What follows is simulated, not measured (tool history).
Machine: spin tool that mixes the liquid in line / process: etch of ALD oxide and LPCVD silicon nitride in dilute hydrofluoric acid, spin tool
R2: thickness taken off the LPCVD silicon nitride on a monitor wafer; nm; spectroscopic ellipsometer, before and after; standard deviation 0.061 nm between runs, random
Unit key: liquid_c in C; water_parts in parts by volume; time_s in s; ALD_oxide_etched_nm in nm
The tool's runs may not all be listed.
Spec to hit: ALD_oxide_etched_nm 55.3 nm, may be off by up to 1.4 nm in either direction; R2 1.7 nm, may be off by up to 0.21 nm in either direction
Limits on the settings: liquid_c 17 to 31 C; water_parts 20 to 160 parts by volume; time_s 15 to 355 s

run 1 hour=0 | liquid_c=23 water_parts=90 time_s=180 | ALD_oxide_etched_nm=26.461 R2=0.98141
run 2 hour=2.6 | liquid_c=23.5 water_parts=80 time_s=180 | ALD_oxide_etched_nm=30.859 R2=1.2911
run 3 hour=9.3 | liquid_c=21 water_parts=80 time_s=180 | ALD_oxide_etched_nm=27.438 R2=1.0155
run 4 hour=16.2 | liquid_c=21 water_parts=70 time_s=185 | ALD_oxide_etched_nm=32.829 R2=1.1698
run 5 hour=23.8 | liquid_c=21 water_parts=70 time_s=230 | ALD_oxide_etched_nm=41.297 R2=1.4198
run 6 hour=27.3 | liquid_c=18 water_parts=70 time_s=230 | ALD_oxide_etched_nm=35.718 R2=1.1869
run 7 hour=30.2 | liquid_c=18 water_parts=70 time_s=230 | ALD_oxide_etched_nm=35.879 R2=1.1833
run 8 hour=35 | liquid_c=22 water_parts=40 time_s=220 | ALD_oxide_etched_nm=74.914 R2=2.4762
run 9 hour=43.9 | liquid_c=21 water_parts=40 time_s=220 | ALD_oxide_etched_nm=70.556 R2=2.3523
run 10 hour=48.1 | liquid_c=20 water_parts=40 time_s=220 | ALD_oxide_etched_nm=68.631 R2=2.2865
run 11 hour=51.9 | liquid_c=19.5 water_parts=40 time_s=220 | ALD_oxide_etched_nm=66.282 R2=2.2196
run 12 hour=56 | liquid_c=19 water_parts=40 time_s=220 | ALD_oxide_etched_nm=65.462 R2=2.1271
run 13 hour=57 | liquid_c=17 water_parts=50 time_s=220 | ALD_oxide_etched_nm=47.477 R2=1.5068
run 14 hour=61.2 | liquid_c=17.5 water_parts=50 time_s=220 | ALD_oxide_etched_nm=48.865 R2=1.498
run 15 hour=69.1 | liquid_c=18 water_parts=50 time_s=220 | ALD_oxide_etched_nm=49.499 R2=1.6404
run 16 hour=74.7 | liquid_c=18.5 water_parts=50 time_s=220 | ALD_oxide_etched_nm=51.028 R2=1.5804
run 17 hour=79 | liquid_c=19 water_parts=50 time_s=220 | ALD_oxide_etched_nm=51.442 R2=1.6794
run 18 hour=80.9 | liquid_c=19 water_parts=45 time_s=220 | ALD_oxide_etched_nm=58.285 R2=1.8098

Which one of the following 4 next-run settings gets every result inside its allowed miss? There is exactly one.
run A hour=82.8 | liquid_c=27.5 water_parts=70 time_s=240 | ALD_oxide_etched_nm=? R2=?
run B hour=82.8 | liquid_c=17.5 water_parts=35 time_s=175 | ALD_oxide_etched_nm=? R2=?
run C hour=82.8 | liquid_c=23.5 water_parts=55 time_s=230 | ALD_oxide_etched_nm=? R2=?
run D hour=82.8 | liquid_c=19.5 water_parts=55 time_s=235 | ALD_oxide_etched_nm=? R2=?

move=A ALD_oxide_etched_nm=54.988 R2=2.3056
move=B ALD_oxide_etched_nm=55.331 R2=1.673
move=C ALD_oxide_etched_nm=58.264 R2=2.1496
move=D ALD_oxide_etched_nm=50.36 R2=1.6696
A: the furthest-off result lands on target, but another misses its tolerance
B: all results land within tolerance of their targets
C: about the same distance from the targets as the last run
D: pushes the last run's worst result past its target
Correct choice: B, which meets every target
